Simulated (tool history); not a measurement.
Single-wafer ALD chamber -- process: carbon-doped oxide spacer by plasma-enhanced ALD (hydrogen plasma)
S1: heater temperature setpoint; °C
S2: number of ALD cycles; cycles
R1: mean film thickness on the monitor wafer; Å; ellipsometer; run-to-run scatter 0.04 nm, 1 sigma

run,hour,S1,S2,R1
1,0,375,226,115.46
2,7.2,384,226,115.65
3,10.3,384,206,105.83
4,14.5,384,192,98.2
5,17.9,384,184,93.538
6,25,384,197,100.58
7,27.9,384,165,83.82

Run 8 comes next. What will it give?
8,29.4,384,168,?

Logged for run 8: R1 85.811 Å.

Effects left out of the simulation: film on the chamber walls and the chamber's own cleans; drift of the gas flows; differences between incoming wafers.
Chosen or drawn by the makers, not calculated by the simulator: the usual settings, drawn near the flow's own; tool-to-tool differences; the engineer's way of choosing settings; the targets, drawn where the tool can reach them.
